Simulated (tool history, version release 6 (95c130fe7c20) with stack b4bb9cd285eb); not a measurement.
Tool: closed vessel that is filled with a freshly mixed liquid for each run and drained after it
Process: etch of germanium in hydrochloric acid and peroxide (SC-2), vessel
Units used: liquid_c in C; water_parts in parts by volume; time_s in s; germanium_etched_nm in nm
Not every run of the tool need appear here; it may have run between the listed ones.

run	hour	liquid_c	water_parts	time_s	germanium_etched_nm
1	0	56	8.5	30	148.14
2	6.9	56	8.5	30	147.95
3	13.1	57	8.5	30	151.75
4	17.7	57	6	30	155.39
5	23	57	6	30	155.26
6	24	58	6	30	160.02
7	29.5	58.5	6	30	163.74
8	35.9	59	6	30	165.86
9	44	59.5	6	30	168.51

Run 10 comes next. What will it give?
10	45.7	60	6	30	?

germanium_etched_nm: 169.12 nm

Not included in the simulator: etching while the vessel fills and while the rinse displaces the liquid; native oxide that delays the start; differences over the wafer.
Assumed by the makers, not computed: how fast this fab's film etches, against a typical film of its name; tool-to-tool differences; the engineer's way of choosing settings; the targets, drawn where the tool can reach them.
